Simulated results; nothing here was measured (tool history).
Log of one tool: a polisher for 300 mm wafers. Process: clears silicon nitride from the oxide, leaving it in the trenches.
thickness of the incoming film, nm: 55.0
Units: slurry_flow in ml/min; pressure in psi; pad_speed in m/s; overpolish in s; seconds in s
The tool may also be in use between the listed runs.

run	hour	slurry_flow	pressure	pad_speed	overpolish	seconds
1	0.0	175	1.6	1.10	10	86.909
2	1.4	175	1.6	1.10	7	85.928
3	9.0	195	1.6	1.10	7	87.755
4	17.1	235	1.6	1.10	7	84.090
5	24.9	235	1.5	1.10	7	87.535
6	31.0	235	1.5	1.26	7	80.853

Run 7 comes next. What will it give?
7	32.3	235	1.4	1.24	7	?

{"run 7": {"seconds": 85.145}}

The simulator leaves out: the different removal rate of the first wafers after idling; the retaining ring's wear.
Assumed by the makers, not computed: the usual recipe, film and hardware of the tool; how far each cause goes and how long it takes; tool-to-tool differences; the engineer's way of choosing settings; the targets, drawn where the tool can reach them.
